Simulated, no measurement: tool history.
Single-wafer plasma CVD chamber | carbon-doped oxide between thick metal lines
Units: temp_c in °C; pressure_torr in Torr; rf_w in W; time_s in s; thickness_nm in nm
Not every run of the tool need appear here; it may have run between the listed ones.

run  hour  temp_c  pressure_torr  rf_w  time_s  thickness_nm
  1     0     370           6.77   580     203        980.67
  2   6.7     370           6.77   580     203         982.6
  3  11.7     370           7.56   580     203        983.51
  4  15.7     368            7.6   605     203          1027
  5  20.3     368            7.6   690     203        1115.6
  6  24.9     360            7.6   690     203        1150.9
  7  25.6     363           7.45   685     203        1126.3
  8  33.1     365           7.33   680     203        1126.9

Estimate the outcome of run 9 from the log above:
  9  35.3     367           7.35   675     203             ?

thickness_nm: 1126 nm
